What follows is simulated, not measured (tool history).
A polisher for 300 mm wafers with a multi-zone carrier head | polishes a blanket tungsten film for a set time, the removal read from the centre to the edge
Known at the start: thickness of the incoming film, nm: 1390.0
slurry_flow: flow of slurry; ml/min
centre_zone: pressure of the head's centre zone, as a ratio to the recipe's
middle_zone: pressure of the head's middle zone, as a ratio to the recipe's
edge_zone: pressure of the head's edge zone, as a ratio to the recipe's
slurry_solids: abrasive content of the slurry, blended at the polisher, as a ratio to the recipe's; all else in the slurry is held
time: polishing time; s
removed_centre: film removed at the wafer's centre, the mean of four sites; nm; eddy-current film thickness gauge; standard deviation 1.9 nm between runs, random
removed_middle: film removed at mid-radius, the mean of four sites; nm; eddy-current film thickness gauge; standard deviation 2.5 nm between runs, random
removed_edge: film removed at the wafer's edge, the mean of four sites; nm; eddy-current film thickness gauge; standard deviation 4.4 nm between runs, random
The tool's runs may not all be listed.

{"run": 1, "hour": 0.0, "slurry_flow": 145, "centre_zone": 1.0, "middle_zone": 1.0, "edge_zone": 1.0, "slurry_solids": 1.0, "time": 67, "removed_centre": 369.51, "removed_middle": 360.33, "removed_edge": 362.91}
{"run": 2, "hour": 4.3, "slurry_flow": 135, "centre_zone": 0.97, "middle_zone": 0.97, "edge_zone": 0.97, "slurry_solids": 0.9, "time": 67, "removed_centre": 337.79, "removed_middle": 339.15, "removed_edge": 354.28}
{"run": 3, "hour": 8.1, "slurry_flow": 135, "centre_zone": 0.97, "middle_zone": 0.97, "edge_zone": 1.02, "slurry_solids": 0.9, "time": 67, "removed_centre": 336.24, "removed_middle": 334.41, "removed_edge": 360.87}
{"run": 4, "hour": 9.4, "slurry_flow": 110, "centre_zone": 0.97, "middle_zone": 0.97, "edge_zone": 1.02, "slurry_solids": 0.9, "time": 67, "removed_centre": 316.41, "removed_middle": 321.09, "removed_edge": 335.71}
{"run": 5, "hour": 16.2, "slurry_flow": 110, "centre_zone": 0.97, "middle_zone": 0.97, "edge_zone": 0.96, "slurry_solids": 0.9, "time": 67, "removed_centre": 315.89, "removed_middle": 320.03, "removed_edge": 331.33}
{"run": 6, "hour": 18.5, "slurry_flow": 110, "centre_zone": 0.97, "middle_zone": 0.97, "edge_zone": 0.96, "slurry_solids": 1.05, "time": 67, "removed_centre": 335.32, "removed_middle": 340.17, "removed_edge": 347.94}
{"run": 7, "hour": 20.8, "slurry_flow": 105, "centre_zone": 0.97, "middle_zone": 0.96, "edge_zone": 0.95, "slurry_solids": 0.95, "time": 67, "removed_centre": 317.65, "removed_middle": 313.61, "removed_edge": 342.81}
{"run": 8, "hour": 25.5, "slurry_flow": 105, "centre_zone": 0.97, "middle_zone": 0.97, "edge_zone": 0.95, "slurry_solids": 0.9, "time": 66, "removed_centre": 310.92, "removed_middle": 312.16, "removed_edge": 320.82}

Run 9 is up next; what results do you expect?
{"run": 9, "hour": 26.4, "slurry_flow": 90, "centre_zone": 0.9, "middle_zone": 0.89, "edge_zone": 0.91, "slurry_solids": 0.7, "time": 66, "removed_centre": "?", "removed_middle": "?", "removed_edge": "?"}

removed_centre: 247.60 nm
removed_middle: 250.24 nm
removed_edge: 285.45 nm
